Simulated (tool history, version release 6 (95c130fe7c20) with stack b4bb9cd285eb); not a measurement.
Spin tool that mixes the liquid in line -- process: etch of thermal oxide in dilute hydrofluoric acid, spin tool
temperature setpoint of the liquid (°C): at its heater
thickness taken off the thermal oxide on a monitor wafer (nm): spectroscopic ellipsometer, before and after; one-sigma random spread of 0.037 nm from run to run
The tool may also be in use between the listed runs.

run    day  temperature setpoint of the liquid (°C)  parts of water to one part of 49 % hydrofluoric acid (parts by volume)  time under the liquid (s)  thickness taken off the thermal oxide on a monitor wafer (nm)
  1      0                                       23                                                                     105                        290                                                         11.004
  2  0.192                                       23                                                                     105                        290                                                         11.026
  3  0.554                                     21.5                                                                     105                        290                                                          10.35
  4  0.817                                     20.5                                                                     105                        290                                                         9.8448
  5  1.175                                     20.5                                                                     105                        310                                                         10.627
  6  1.425                                     19.5                                                                     105                        310                                                         10.198
  7  1.675                                       19                                                                     105                        310                                                         10.017
  8  1.712                                     18.5                                                                     105                        310                                                         9.7284

Run 9, settings as shown, results not yet in. Your forecast:
  9  2.071                                       18                                                                     105                        310                                                              ?

{"run 9": {"thickness taken off the thermal oxide on a monitor wafer (nm)": 9.5669}}
